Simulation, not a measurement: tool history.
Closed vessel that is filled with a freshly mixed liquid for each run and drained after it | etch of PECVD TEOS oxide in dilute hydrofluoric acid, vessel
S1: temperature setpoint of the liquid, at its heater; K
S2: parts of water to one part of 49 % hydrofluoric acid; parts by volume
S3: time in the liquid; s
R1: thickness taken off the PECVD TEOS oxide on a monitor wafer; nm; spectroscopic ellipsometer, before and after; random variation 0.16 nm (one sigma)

run  hour      S1   S2    S3      R1
  1     0  294.15  265   960  74.748
  2   4.8  297.65  265   960  84.569
  3  11.9  299.15  265   960  89.266
  4  16.4  297.65  280   960  78.798
  5  24.3  296.15  290   960  71.407
  6  30.9  296.15  290  1030  76.559
  7    36  295.15  300  1030   71.44
  8  41.6  294.15  310  1030  65.901

Run 9 comes next. What will it give?
  9  48.5  293.15  320  1030   ?

R1: 60.666 nm

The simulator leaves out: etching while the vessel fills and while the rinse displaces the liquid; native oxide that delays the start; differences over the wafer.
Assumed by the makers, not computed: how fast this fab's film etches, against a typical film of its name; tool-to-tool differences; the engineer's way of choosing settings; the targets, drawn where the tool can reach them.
